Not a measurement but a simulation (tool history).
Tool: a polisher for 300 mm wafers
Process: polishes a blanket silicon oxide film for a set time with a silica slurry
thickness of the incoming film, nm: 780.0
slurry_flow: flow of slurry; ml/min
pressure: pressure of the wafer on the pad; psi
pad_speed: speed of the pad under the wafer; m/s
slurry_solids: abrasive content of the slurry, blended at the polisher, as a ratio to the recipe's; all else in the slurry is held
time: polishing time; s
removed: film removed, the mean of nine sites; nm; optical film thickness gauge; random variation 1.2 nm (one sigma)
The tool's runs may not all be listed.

run 1 day=0.000 | slurry_flow=295 pressure=4.8 pad_speed=1.40 slurry_solids=1.0 time=69 | removed=250.97
run 2 day=0.196 | slurry_flow=295 pressure=4.1 pad_speed=1.24 slurry_solids=1.0 time=69 | removed=194.93
run 3 day=0.379 | slurry_flow=295 pressure=3.6 pad_speed=1.14 slurry_solids=1.0 time=69 | removed=164.17
run 4 day=0.567 | slurry_flow=295 pressure=3.6 pad_speed=1.14 slurry_solids=1.0 time=72 | removed=171.76
run 5 day=0.592 | slurry_flow=295 pressure=3.6 pad_speed=1.14 slurry_solids=1.0 time=69 | removed=161.69
run 6 day=0.896 | slurry_flow=295 pressure=3.2 pad_speed=1.10 slurry_solids=1.0 time=69 | removed=144.89
run 7 day=1.262 | slurry_flow=295 pressure=3.2 pad_speed=1.10 slurry_solids=1.0 time=69 | removed=142.57

The next listed run, before its measurement:
run 8 day=1.529 | slurry_flow=295 pressure=2.9 pad_speed=1.08 slurry_solids=1.0 time=69 | removed=?

Run 8 gave removed 130.60 nm.

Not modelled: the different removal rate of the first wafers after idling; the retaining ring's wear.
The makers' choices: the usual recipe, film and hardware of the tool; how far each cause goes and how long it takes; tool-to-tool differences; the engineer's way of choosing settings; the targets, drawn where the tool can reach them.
